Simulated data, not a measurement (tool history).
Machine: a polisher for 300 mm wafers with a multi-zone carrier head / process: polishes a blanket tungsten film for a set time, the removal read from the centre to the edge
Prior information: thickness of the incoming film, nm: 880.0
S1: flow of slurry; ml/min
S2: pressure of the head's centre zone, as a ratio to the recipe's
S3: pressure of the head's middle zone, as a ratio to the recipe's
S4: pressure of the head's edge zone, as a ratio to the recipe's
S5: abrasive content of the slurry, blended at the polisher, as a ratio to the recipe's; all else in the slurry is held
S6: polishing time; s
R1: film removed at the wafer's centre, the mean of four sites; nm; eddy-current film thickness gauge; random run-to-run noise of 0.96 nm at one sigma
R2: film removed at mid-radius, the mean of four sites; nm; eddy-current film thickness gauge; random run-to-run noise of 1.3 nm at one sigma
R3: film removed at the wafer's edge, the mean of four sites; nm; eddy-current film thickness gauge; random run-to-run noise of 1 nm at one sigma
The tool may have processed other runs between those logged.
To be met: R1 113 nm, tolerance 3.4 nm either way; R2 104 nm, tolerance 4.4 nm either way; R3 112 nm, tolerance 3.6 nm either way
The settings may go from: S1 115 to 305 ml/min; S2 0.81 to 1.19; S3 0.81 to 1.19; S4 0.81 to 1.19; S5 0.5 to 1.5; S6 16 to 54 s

run  hour   S1    S2    S3    S4    S5  S6      R1      R2      R3
  1     0  195     1     1     1     1  35  90.928  92.486  85.746
  2     8  155     1     1     1     1  35  88.475  91.334  84.992
  3  16.3  155  1.01  0.99  1.03   1.1  36   93.56  95.883  90.261
  4    17  160  1.02  0.97  1.06  1.15  36  97.503  91.027  94.542
  5  21.7  165  1.02  0.99  1.08   1.2  36  95.994  94.021    94.6
  6  24.7  165  1.03  0.99  1.09  1.25  37  100.58  99.986  99.181
  7  30.7  170  1.04  0.99  1.11   1.3  37  104.49  101.25  99.172
  8  35.1  170  1.04  0.98  1.12  1.35  37  105.01  101.68  101.16

Consider the 5 candidate settings below. Which is the only one whose results all fall within their allowed miss of target?
  A  39.5  150  1.09  1.01   0.9   1.5  41   ?   ?   ?
  B  39.5  170  1.11  0.91  1.12   1.4  40   ?   ?   ?
  C  39.5  170  1.02   0.9  1.18   1.3  39   ?   ?   ?
  D  39.5  220  1.02  0.92  1.13  1.45  39   ?   ?   ?
  E  39.5  195  1.18  1.13  1.03   1.5  34   ?   ?   ?

move      R1      R2      R3
   A  122.16  116.24  103.95
   B  121.48  105.35  111.96
   C  107.11  100.43  110.34
   D  112.95  107.16  112.65
   E  113.42   107.5  93.507
A: gains on the last run, yet a result remains outside its allowed miss
B: brings the result that was furthest off to its target, and leaves another outside
C: brings the result that was furthest off to its target, and leaves another outside
D: hits every target within its allowed miss
E: moves away from the targets compared with the last run
Correct choice: D, which meets every target
